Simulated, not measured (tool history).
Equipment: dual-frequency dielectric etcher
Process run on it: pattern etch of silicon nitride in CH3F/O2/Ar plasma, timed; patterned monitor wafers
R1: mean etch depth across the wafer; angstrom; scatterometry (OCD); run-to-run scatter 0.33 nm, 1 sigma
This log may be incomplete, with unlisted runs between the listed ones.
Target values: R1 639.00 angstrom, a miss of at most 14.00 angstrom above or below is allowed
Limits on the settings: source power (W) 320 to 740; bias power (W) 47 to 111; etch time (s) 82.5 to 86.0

run 1 day=0.000 | source_power_(W)=530 bias_power_(W)=79 etch_time_(s)=82.5 | R1=738.34
run 2 day=0.108 | source_power_(W)=530 bias_power_(W)=79 etch_time_(s)=86.0 | R1=776.02
run 3 day=0.367 | source_power_(W)=530 bias_power_(W)=79 etch_time_(s)=82.5 | R1=744.07
run 4 day=0.608 | source_power_(W)=530 bias_power_(W)=67 etch_time_(s)=82.5 | R1=721.88
run 5 day=0.800 | source_power_(W)=530 bias_power_(W)=62 etch_time_(s)=82.5 | R1=704.97
run 6 day=1.171 | source_power_(W)=510 bias_power_(W)=61 etch_time_(s)=82.5 | R1=689.79
run 7 day=1.246 | source_power_(W)=500 bias_power_(W)=61 etch_time_(s)=82.5 | R1=685.05
run 8 day=1.421 | source_power_(W)=490 bias_power_(W)=61 etch_time_(s)=82.5 | R1=678.65
run 9 day=1.692 | source_power_(W)=410 bias_power_(W)=58 etch_time_(s)=82.5 | R1=609.57

Which single option among these 5 for the next run brings every result within its allowed miss of target? Just one does.
run A day=1.962 | source_power_(W)=390 bias_power_(W)=47 etch_time_(s)=83.5 | R1=?
run B day=1.962 | source_power_(W)=410 bias_power_(W)=55 etch_time_(s)=83.5 | R1=?
run C day=1.962 | source_power_(W)=400 bias_power_(W)=62 etch_time_(s)=83.0 | R1=?
run D day=1.962 | source_power_(W)=430 bias_power_(W)=60 etch_time_(s)=83.5 | R1=?
run E day=1.962 | source_power_(W)=390 bias_power_(W)=61 etch_time_(s)=85.0 | R1=?

move=A R1=575.78
move=B R1=609.37
move=C R1=610.56
move=D R1=636.41
move=E R1=614.06
A: further off than the last run
B: neither nearer nor further off than the last run
C: neither nearer nor further off than the last run
D: all results in spec
E: closes in on the targets versus the last run, not all within tolerance yet
Correct choice: D, which meets every target
